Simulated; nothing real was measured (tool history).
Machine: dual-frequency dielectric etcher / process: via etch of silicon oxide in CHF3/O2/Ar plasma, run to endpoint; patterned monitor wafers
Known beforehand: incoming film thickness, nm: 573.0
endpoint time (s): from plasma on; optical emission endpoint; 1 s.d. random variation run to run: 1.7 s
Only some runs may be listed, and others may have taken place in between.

run	hour	source power (kW)	bias power (kW)	endpoint time (s)
1	0	0.74	0.209	253.48
2	1.1	0.68	0.209	267.02
3	3.3	0.77	0.209	251.08
4	8	0.74	0.207	253.37
# hour 10.7: bias power generator calibrated
5	10.7	0.74	0.188	271.78
6	14.9	0.74	0.203	261.81
7	23.6	0.72	0.202	264.78
8	29.1	0.7	0.201	267.32

Run 9 is up next; what results do you expect?
9	32	0.69	0.2	?

Logged for run 9: endpoint time (s) 269.94.

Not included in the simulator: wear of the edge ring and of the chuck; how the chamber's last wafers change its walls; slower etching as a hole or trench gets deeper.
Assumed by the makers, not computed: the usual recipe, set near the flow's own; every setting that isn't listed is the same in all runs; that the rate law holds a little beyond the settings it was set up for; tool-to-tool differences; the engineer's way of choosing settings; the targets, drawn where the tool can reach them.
